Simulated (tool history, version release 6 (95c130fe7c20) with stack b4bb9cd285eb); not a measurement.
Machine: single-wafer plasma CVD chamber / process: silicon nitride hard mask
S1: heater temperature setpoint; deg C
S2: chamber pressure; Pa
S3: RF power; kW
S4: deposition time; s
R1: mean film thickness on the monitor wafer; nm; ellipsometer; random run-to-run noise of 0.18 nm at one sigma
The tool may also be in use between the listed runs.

{"run": 1, "hour": 0.0, "S1": 415, "S2": 229, "S3": 0.26, "S4": 73.4, "R1": 72.874}
{"run": 2, "hour": 8.0, "S1": 415, "S2": 229, "S3": 0.245, "S4": 73.4, "R1": 68.561}
{"run": 3, "hour": 12.9, "S1": 415, "S2": 225, "S3": 0.245, "S4": 73.4, "R1": 68.391}
{"run": 4, "hour": 18.8, "S1": 415, "S2": 221, "S3": 0.245, "S4": 73.4, "R1": 68.376}
{"run": 5, "hour": 23.1, "S1": 415, "S2": 217, "S3": 0.245, "S4": 73.4, "R1": 67.776}
{"run": 6, "hour": 26.5, "S1": 404, "S2": 217, "S3": 0.245, "S4": 73.4, "R1": 68.384}
{"run": 7, "hour": 32.3, "S1": 404, "S2": 213, "S3": 0.245, "S4": 73.4, "R1": 68.034}
{"run": 8, "hour": 39.0, "S1": 404, "S2": 209, "S3": 0.245, "S4": 73.4, "R1": 67.737}
{"run": 9, "hour": 45.8, "S1": 404, "S2": 205, "S3": 0.245, "S4": 73.4, "R1": 67.148}

What does the tool deliver on the next run?
{"run": 10, "hour": 51.6, "S1": 404, "S2": 203, "S3": 0.245, "S4": 73.4, "R1": "?"}

R1: 67.201 nm

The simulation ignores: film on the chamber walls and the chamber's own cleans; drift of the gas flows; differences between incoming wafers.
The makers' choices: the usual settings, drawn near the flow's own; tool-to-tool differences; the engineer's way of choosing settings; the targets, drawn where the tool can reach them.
